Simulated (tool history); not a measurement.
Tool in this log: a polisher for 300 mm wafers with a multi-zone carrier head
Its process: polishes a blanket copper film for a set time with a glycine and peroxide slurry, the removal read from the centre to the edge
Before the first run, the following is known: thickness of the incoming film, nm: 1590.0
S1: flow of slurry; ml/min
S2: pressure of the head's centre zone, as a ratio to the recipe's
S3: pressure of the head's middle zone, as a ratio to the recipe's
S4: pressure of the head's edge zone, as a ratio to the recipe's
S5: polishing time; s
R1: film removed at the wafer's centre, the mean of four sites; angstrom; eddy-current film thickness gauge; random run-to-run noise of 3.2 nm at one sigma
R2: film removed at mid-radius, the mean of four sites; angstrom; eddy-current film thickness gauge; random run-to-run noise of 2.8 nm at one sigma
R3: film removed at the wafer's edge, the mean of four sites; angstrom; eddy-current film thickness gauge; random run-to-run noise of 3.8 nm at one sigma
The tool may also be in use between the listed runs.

{"run": 1, "hour": 0.0, "S1": 255, "S2": 1.0, "S3": 1.0, "S4": 1.0, "S5": 84, "R1": 3813.3, "R2": 3847.3, "R3": 3920.0}
{"run": 2, "hour": 3.5, "S1": 255, "S2": 1.0, "S3": 1.0, "S4": 0.97, "S5": 84, "R1": 3860.0, "R2": 3753.9, "R3": 3873.4}
{"run": 3, "hour": 10.5, "S1": 255, "S2": 1.0, "S3": 1.0, "S4": 0.97, "S5": 74, "R1": 3415.5, "R2": 3362.0, "R3": 3384.3}
{"run": 4, "hour": 11.5, "S1": 255, "S2": 1.0, "S3": 0.99, "S4": 0.99, "S5": 76, "R1": 3501.2, "R2": 3461.1, "R3": 3547.2}
{"run": 5, "hour": 19.5, "S1": 255, "S2": 1.0, "S3": 0.99, "S4": 0.96, "S5": 76, "R1": 3526.3, "R2": 3434.8, "R3": 3443.0}
{"run": 6, "hour": 23.5, "S1": 255, "S2": 1.0, "S3": 0.99, "S4": 1.03, "S5": 76, "R1": 3514.5, "R2": 3404.8, "R3": 3554.9}
{"run": 7, "hour": 27.1, "S1": 255, "S2": 0.99, "S3": 0.98, "S4": 1.04, "S5": 78, "R1": 3586.3, "R2": 3438.7, "R3": 3698.1}

The next listed run, before its measurement:
{"hour": 32.6, "done": "slurry nozzle cleaned"}
{"run": 8, "hour": 32.6, "S1": 255, "S2": 0.98, "S3": 0.98, "S4": 1.05, "S5": 80, "R1": "?", "R2": "?", "R3": "?"}

{"run 8": {"R1": 3833.2, "R2": 3802.9, "R3": 3970.9}}
